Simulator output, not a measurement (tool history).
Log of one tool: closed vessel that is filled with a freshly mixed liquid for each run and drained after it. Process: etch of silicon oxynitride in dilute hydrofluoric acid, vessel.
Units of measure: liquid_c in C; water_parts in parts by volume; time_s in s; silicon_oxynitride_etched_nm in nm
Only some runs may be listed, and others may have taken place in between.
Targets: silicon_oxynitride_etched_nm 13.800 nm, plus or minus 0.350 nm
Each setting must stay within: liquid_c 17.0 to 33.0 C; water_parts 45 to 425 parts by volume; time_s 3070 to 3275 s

run	day	liquid_c	water_parts	time_s	silicon_oxynitride_etched_nm
1	0.000	25.0	235	3070	31.087
2	0.317	22.5	265	3070	24.026
3	0.625	22.5	225	3070	29.075
4	0.721	21.0	260	3070	23.161
5	0.812	20.0	285	3070	19.712
6	0.992	20.0	285	3275	21.234
7	1.092	19.0	305	3275	18.574
8	1.492	18.5	320	3275	17.095

Pick the move, out of 4, that brings all results within their allowed miss; only one does.
A	1.892	19.0	350	3090	?
B	1.892	17.0	340	3160	?
C	1.892	17.5	350	3070	?
D	1.892	18.0	385	3120	?

move	silicon_oxynitride_etched_nm
A	15.194
B	14.712
C	14.125
D	13.096
A: better than the last run, though not everything is in spec
B: better than the last run, though not everything is in spec
C: every result lands within tolerance
D: pushes the last run's worst result past its target
Correct choice: C, which meets every target
